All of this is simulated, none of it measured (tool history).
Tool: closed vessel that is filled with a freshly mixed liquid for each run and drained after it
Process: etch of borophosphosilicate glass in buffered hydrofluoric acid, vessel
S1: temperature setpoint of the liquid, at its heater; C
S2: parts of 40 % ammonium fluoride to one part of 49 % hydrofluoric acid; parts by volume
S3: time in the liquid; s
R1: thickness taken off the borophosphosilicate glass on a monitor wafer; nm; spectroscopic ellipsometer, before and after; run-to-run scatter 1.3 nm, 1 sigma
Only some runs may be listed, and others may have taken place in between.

| run | hour | S1 | S2 | S3 | R1 |
|---|---|---|---|---|---|
| 1 | 0.0 | 24.0 | 22.5 | 30 | 58.152 |
| 2 | 4.0 | 25.0 | 20.5 | 30 | 65.893 |
| 3 | 8.7 | 27.5 | 20.5 | 30 | 74.245 |
| 4 | 17.1 | 28.0 | 19.0 | 30 | 81.183 |
| 5 | 23.9 | 28.0 | 15.0 | 30 | 103.380 |
| 6 | 29.0 | 28.0 | 19.0 | 30 | 81.193 |
| 7 | 33.5 | 28.5 | 18.0 | 30 | 89.273 |
| 8 | 35.3 | 29.0 | 17.0 | 30 | 96.188 |
| 9 | 42.1 | 29.5 | 16.5 | 30 | 101.580 |
| 10 | 50.2 | 30.0 | 16.0 | 30 | 108.040 |

For run 11, what comes out?
| 11 | 52.3 | 30.5 | 15.5 | 30 | ? |

Run 11 measured R1 113.010 nm.

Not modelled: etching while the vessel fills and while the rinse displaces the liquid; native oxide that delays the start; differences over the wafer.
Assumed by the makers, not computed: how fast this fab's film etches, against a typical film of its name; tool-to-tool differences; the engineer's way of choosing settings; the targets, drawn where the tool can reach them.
